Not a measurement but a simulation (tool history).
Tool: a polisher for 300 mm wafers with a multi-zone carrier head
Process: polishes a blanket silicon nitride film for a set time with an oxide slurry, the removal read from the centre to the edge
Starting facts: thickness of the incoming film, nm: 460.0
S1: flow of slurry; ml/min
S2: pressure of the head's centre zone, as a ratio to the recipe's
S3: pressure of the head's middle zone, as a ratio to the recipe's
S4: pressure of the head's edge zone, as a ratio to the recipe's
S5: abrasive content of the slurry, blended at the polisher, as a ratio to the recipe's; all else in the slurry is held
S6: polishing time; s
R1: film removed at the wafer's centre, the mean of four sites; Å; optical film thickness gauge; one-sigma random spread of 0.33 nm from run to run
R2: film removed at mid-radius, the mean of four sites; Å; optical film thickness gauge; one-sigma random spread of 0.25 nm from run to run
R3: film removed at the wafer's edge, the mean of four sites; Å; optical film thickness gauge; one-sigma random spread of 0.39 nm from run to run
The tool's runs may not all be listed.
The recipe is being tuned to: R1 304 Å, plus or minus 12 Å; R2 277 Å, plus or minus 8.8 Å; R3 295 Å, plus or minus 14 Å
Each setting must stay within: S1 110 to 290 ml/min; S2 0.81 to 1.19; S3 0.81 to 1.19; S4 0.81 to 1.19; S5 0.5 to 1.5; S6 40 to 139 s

run,day,S1,S2,S3,S4,S5,S6,R1,R2,R3
1,0,185,1,1,1,1,89,383.59,388.37,379.42
2,0.179,185,0.94,1,1,1,89,359.28,391.31,380.72
3,0.533,185,0.94,1,1,1,106,425.22,460.79,458.52
4,0.562,185,0.94,1.04,1,1,106,430.33,469.59,457.55
5,0.733,185,0.94,1.04,1,0.85,106,388.1,425.36,402.45
6,1,180,0.95,1.01,1,0.8,105,371.64,390.22,389.3
7,1.233,180,0.96,1,0.99,0.75,105,354.31,369.88,366.71
8,1.371,175,0.97,0.98,0.97,0.75,105,350.96,364.4,355.32
9,1.412,175,0.97,0.98,0.97,0.75,105,357.28,361.91,356.72
10,1.462,150,0.96,0.88,0.87,0.5,104,209.86,204.46,212.9
11,1.538,165,0.97,0.88,0.89,0.5,103,220.61,208.49,211.61
12,1.579,160,0.98,0.89,0.92,0.5,102,218.39,203.71,216.81
13,1.608,170,0.98,0.9,0.94,0.5,102,221.48,211.18,216.02
14,1.804,125,1.03,0.9,0.99,0.75,105,345.85,327.2,354.83
15,1.917,135,1.02,0.89,0.99,0.75,105,361.58,326.22,348.34
16,2.271,140,1,0.88,0.99,0.75,105,348.81,329.08,342.99

Pick the move, out of 4, that brings all results within their allowed miss; only one does.
A,2.625,125,0.9,0.91,0.87,0.9,115,?,?,?
B,2.625,195,0.99,0.86,0.96,0.8,82,?,?,?
C,2.625,205,0.9,0.93,0.91,0.85,107,?,?,?
D,2.625,210,1.08,0.81,0.89,0.6,100,?,?,?

move,R1,R2,R3
A,386.31,413.17,413.56
B,303.27,281.47,296.34
C,379.63,407.07,398.93
D,310.49,254.17,269.54
A: misses by more than the last run did
B: all results in spec
C: misses by more than the last run did
D: takes the result that was furthest off past its target
Move B is the one to make.
